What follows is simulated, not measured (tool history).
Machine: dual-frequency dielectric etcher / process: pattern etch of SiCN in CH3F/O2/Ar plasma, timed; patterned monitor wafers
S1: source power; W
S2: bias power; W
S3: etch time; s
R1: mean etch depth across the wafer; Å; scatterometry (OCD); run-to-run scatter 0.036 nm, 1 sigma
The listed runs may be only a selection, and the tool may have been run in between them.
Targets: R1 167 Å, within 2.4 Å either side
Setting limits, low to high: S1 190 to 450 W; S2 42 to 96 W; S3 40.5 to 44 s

run 1 hour=0 | S1=320 S2=69 S3=44 | R1=145.71
run 2 hour=6.5 | S1=340 S2=69 S3=44 | R1=149.26
run 3 hour=13.8 | S1=340 S2=69 S3=44 | R1=149.54
run 4 hour=20.9 | S1=350 S2=69 S3=44 | R1=150.57
run 5 hour=24.3 | S1=350 S2=75 S3=44 | R1=156.33
run 6 hour=29.3 | S1=360 S2=75 S3=44 | R1=157.2
run 7 hour=32.8 | S1=370 S2=75 S3=44 | R1=158.58
run 8 hour=38.6 | S1=370 S2=75 S3=44 | R1=159.2
run 9 hour=41.7 | S1=380 S2=75 S3=44 | R1=161.09
run 10 hour=47.2 | S1=400 S2=75 S3=44 | R1=164.08

4 candidate next runs follow, results not yet known. Just one meets every target within its allowed miss. Identify it.
run A hour=52.7 | S1=390 S2=84 S3=43.5 | R1=?
run B hour=52.7 | S1=380 S2=85 S3=42 | R1=?
run C hour=52.7 | S1=450 S2=80 S3=41 | R1=?
run D hour=52.7 | S1=450 S2=68 S3=43 | R1=?

move=A R1=167.19
move=B R1=160.53
move=C R1=163.51
move=D R1=161.89
A: all results in spec
B: lands further from the targets than the last run did
C: lands further from the targets than the last run did
D: lands further from the targets than the last run did
So the answer is move A, the one that meets all the targets.
